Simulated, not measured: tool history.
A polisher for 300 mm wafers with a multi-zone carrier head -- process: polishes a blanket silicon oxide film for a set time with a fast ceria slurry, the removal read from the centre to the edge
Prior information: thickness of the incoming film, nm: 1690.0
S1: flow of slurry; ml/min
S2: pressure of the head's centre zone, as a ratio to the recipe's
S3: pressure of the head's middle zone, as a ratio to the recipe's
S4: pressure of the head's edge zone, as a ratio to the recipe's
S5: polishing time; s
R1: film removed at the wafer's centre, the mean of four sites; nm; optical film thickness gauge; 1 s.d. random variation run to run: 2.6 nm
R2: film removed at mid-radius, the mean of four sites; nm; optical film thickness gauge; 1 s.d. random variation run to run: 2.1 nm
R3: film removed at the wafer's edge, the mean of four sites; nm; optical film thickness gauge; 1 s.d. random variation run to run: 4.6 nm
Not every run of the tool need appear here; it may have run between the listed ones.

Run 1, day 0: S1 315 ml/min, S2 1, S3 1, S4 1, S5 33 s. Result: R1 561.01 nm, R2 580.27 nm, R3 553.15 nm.
Run 2, day 0.204: S1 315 ml/min, S2 1, S3 1, S4 1, S5 39 s. Result: R1 663.03 nm, R2 671.74 nm, R3 653.74 nm.
Run 3, day 0.417: S1 315 ml/min, S2 0.92, S3 1, S4 1, S5 39 s. Result: R1 609.39 nm, R2 677.2 nm, R3 656.03 nm.
Run 4, day 0.475: S1 310 ml/min, S2 0.92, S3 0.97, S4 0.97, S5 35 s. Result: R1 536.85 nm, R2 589.73 nm, R3 589.91 nm.
Run 5, day 0.558: S1 310 ml/min, S2 0.92, S3 0.97, S4 0.9, S5 35 s. Result: R1 546.38 nm, R2 594 nm, R3 566.56 nm.
Run 6, day 0.775: S1 310 ml/min, S2 0.93, S3 0.96, S4 0.89, S5 32 s. Result: R1 503.92 nm, R2 540 nm, R3 511.58 nm.
Run 7, day 1.092: S1 310 ml/min, S2 0.93, S3 0.95, S4 0.88, S5 29 s. Result: R1 452.95 nm, R2 482.35 nm, R3 448.99 nm.
Run 8, day 1.325: S1 310 ml/min, S2 0.92, S3 0.93, S4 0.87, S5 28 s. Result: R1 437.94 nm, R2 452.4 nm, R3 438.3 nm.
Run 9, day 1.479: S1 300 ml/min, S2 0.9, S3 0.92, S4 0.81, S5 18 s. Result: R1 274.62 nm, R2 286.85 nm, R3 281.47 nm.
Run 10, day 1.833: S1 315 ml/min, S2 0.91, S3 0.93, S4 0.84, S5 18 s. Result: R1 277.02 nm, R2 288.75 nm, R3 277.81 nm.
Run 11, day 2.121: S1 300 ml/min, S2 0.92, S3 0.94, S4 0.85, S5 19 s. Result: R1 296 nm, R2 311.45 nm, R3 295.37 nm.
Run 12, day 2.408: S1 295 ml/min, S2 0.93, S3 0.94, S4 0.87, S5 19 s. Result: R1 297.5 nm, R2 306.3 nm, R3 294.5 nm.
Run 13, day 2.467: S1 295 ml/min, S2 0.93, S3 0.94, S4 0.88, S5 19 s. Result: R1 295.95 nm, R2 312.71 nm, R3 292.87 nm.
Run 14, day 2.554: S1 340 ml/min, S2 1, S3 0.91, S4 0.98, S5 21 s. Result: R1 358.69 nm, R2 342.59 nm, R3 348.56 nm.

What will run 15 give?
Run 15, day 2.754: S1 330 ml/min, S2 0.99, S3 0.92, S4 0.97, S5 21 s. Result: R1 ?, R2 ?, R3 ?.

R1: 353.31 nm
R2: 337.65 nm
R3: 344.32 nm

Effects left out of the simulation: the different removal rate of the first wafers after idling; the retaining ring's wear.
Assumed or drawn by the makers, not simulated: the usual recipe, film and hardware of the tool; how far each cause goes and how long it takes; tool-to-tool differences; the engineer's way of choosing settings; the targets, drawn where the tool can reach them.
